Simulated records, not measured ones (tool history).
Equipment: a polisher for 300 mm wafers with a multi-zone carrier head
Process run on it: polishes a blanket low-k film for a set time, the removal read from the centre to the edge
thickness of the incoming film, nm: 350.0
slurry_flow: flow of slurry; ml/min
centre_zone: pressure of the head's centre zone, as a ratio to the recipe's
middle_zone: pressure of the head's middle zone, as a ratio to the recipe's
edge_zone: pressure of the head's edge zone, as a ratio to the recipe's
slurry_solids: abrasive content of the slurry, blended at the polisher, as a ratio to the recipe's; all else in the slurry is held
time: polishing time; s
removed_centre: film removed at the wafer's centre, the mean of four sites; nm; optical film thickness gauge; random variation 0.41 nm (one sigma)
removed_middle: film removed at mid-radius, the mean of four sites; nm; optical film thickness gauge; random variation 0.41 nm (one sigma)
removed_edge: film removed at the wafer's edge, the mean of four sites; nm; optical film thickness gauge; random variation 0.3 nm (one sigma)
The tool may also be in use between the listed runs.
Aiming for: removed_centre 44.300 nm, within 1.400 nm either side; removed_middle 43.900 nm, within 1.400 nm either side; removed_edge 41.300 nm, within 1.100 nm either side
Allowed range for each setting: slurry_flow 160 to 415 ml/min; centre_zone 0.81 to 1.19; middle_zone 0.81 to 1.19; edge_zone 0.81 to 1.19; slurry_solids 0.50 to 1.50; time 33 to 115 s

run 1 hour=0.0 | slurry_flow=265 centre_zone=1.00 middle_zone=1.00 edge_zone=1.00 slurry_solids=1.00 time=73 | removed_centre=31.474 removed_middle=31.930 removed_edge=32.464
run 2 hour=5.5 | slurry_flow=265 centre_zone=1.00 middle_zone=1.04 edge_zone=1.00 slurry_solids=1.00 time=73 | removed_centre=31.469 removed_middle=33.166 removed_edge=33.113
run 3 hour=10.2 | slurry_flow=265 centre_zone=1.00 middle_zone=1.11 edge_zone=1.00 slurry_solids=1.00 time=73 | removed_centre=31.442 removed_middle=35.160 removed_edge=32.598
run 4 hour=13.2 | slurry_flow=275 centre_zone=1.03 middle_zone=1.12 edge_zone=1.03 slurry_solids=1.05 time=73 | removed_centre=32.955 removed_middle=36.084 removed_edge=34.408
run 5 hour=14.2 | slurry_flow=275 centre_zone=1.03 middle_zone=1.12 edge_zone=1.03 slurry_solids=1.05 time=88 | removed_centre=40.437 removed_middle=43.461 removed_edge=41.206
run 6 hour=17.8 | slurry_flow=275 centre_zone=1.03 middle_zone=1.05 edge_zone=1.03 slurry_solids=1.05 time=88 | removed_centre=40.794 removed_middle=40.890 removed_edge=41.339
run 7 hour=22.7 | slurry_flow=285 centre_zone=1.04 middle_zone=1.06 edge_zone=1.02 slurry_solids=1.05 time=88 | removed_centre=40.734 removed_middle=40.814 removed_edge=41.617
run 8 hour=26.0 | slurry_flow=285 centre_zone=1.04 middle_zone=1.06 edge_zone=1.02 slurry_solids=1.05 time=88 | removed_centre=41.689 removed_middle=41.565 removed_edge=41.289
run 9 hour=31.9 | slurry_flow=295 centre_zone=1.05 middle_zone=1.07 edge_zone=1.01 slurry_solids=1.05 time=88 | removed_centre=41.476 removed_middle=41.792 removed_edge=41.029
run 10 hour=37.0 | slurry_flow=300 centre_zone=1.06 middle_zone=1.08 edge_zone=1.01 slurry_solids=1.05 time=88 | removed_centre=42.488 removed_middle=42.019 removed_edge=41.549
run 11 hour=44.0 | slurry_flow=305 centre_zone=1.07 middle_zone=1.09 edge_zone=1.00 slurry_solids=1.05 time=88 | removed_centre=42.282 removed_middle=42.070 removed_edge=40.965

Which one of the following 5 next-run settings gets every result inside its allowed miss? There is exactly one.
run A hour=51.0 | slurry_flow=315 centre_zone=1.05 middle_zone=1.08 edge_zone=1.06 slurry_solids=1.05 time=86 | removed_centre=? removed_middle=? removed_edge=?
run B hour=51.0 | slurry_flow=235 centre_zone=1.04 middle_zone=1.06 edge_zone=1.02 slurry_solids=1.00 time=92 | removed_centre=? removed_middle=? removed_edge=?
run C hour=51.0 | slurry_flow=240 centre_zone=1.01 middle_zone=0.99 edge_zone=0.93 slurry_solids=0.85 time=109 | removed_centre=? removed_middle=? removed_edge=?
run D hour=51.0 | slurry_flow=170 centre_zone=1.03 middle_zone=1.08 edge_zone=1.10 slurry_solids=1.20 time=91 | removed_centre=? removed_middle=? removed_edge=?
run E hour=51.0 | slurry_flow=360 centre_zone=1.11 middle_zone=1.10 edge_zone=1.00 slurry_solids=0.85 time=102 | removed_centre=? removed_middle=? removed_edge=?

move=A removed_centre=40.858 removed_middle=41.875 removed_edge=41.888
move=B removed_centre=40.152 removed_middle=41.066 removed_edge=41.378
move=C removed_centre=41.027 removed_middle=40.700 removed_edge=41.575
move=D removed_centre=41.410 removed_middle=43.720 removed_edge=45.682
move=E removed_centre=44.392 removed_middle=43.804 removed_edge=41.763
A: misses by more than the last run did
B: misses by more than the last run did
C: misses by more than the last run did
D: misses by more than the last run did
E: all results land within tolerance of their targets
Move E is the one to make.
